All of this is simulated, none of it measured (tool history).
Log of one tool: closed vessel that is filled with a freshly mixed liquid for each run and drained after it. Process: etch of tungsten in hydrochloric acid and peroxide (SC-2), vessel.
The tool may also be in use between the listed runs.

| run | hour | temperature setpoint of the liquid (°C) | parts of water to one part each of 37 % hydrochloric acid and 30 % peroxide (parts by volume) | time in the liquid (s) | thickness taken off the tungsten on a monitor wafer (nm) |
|---|---|---|---|---|---|
| 1 | 0 | 53 | 7.5 | 120 | 18.56 |
| 2 | 3.8 | 53 | 6 | 120 | 21.647 |
| 3 | 9 | 50 | 6 | 120 | 17.988 |
| 4 | 13.6 | 46.5 | 6 | 120 | 14.258 |
| 5 | 20.3 | 51.5 | 6 | 120 | 20.054 |
| 6 | 27.8 | 49 | 6 | 120 | 16.799 |
| 7 | 29.8 | 42.5 | 6 | 120 | 10.766 |

The next listed run, before its measurement:
| 8 | 32 | 43 | 6 | 120 | ? |

{"run 8": {"thickness taken off the tungsten on a monitor wafer (nm)": 11.135}}

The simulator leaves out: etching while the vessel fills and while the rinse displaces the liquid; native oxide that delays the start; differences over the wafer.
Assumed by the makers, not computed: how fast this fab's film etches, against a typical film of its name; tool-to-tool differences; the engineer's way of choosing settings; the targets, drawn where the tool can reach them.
